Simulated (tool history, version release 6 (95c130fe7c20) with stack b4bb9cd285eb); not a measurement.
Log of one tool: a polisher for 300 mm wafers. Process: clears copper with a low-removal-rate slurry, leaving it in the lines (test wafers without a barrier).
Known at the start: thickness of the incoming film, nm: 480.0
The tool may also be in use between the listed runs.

run  hour  flow of slurry (ml/min)  pressure of the wafer on the pad (psi)  speed of the pad under the wafer (m/s)  abrasive content of the slurry  overpolish time after the end point (s)  time until the end point was called (s)  dishing of a wide line in a test structure (nm)
  1   0.0                      195                                     3.1                                    1.32                             1.0                                       20                                   115.30                                           48.117
  2   2.9                      190                                     2.7                                    1.18                             1.0                                       21                                   146.75                                           42.069
  3   8.2                      230                                     2.7                                    1.18                             1.0                                       21                                   144.23                                           43.150
  4   9.5                      230                                     2.7                                    1.30                             1.0                                       21                                   129.84                                           46.037
  5  11.4                      230                                     2.7                                    1.14                             1.0                                       21                                   149.55                                           40.928
  6  17.7                      230                                     3.4                                    1.14                             1.0                                       21                                   120.60                                           49.030
  7  20.8                      230                                     2.9                                    1.04                             1.0                                       21                                   151.23                                           39.780
  8  22.7                      230                                     2.5                                    0.96                             1.0                                       22                                   188.23                                           37.088
  9  25.0                      230                                     2.2                                    0.92                             1.0                                       22                                   228.60                                           29.848
 10  27.8                      230                                     2.0                                    0.92                             1.0                                       22                                   246.27                                           29.420
 11  33.7                      230                                     1.9                                    0.92                             1.0                                       22                                   254.56                                           27.254
 12  39.3                      230                                     1.8                                    0.92                             1.0                                       22                                   266.96                                           26.552

Forecast run 13:
 13  40.3                      230                                     1.7                                    0.92                             1.0                                       22                                        ?                                                ?

{"run 13": {"time until the end point was called (s)": 293.0, "dishing of a wide line in a test structure (nm)": 24.363}}

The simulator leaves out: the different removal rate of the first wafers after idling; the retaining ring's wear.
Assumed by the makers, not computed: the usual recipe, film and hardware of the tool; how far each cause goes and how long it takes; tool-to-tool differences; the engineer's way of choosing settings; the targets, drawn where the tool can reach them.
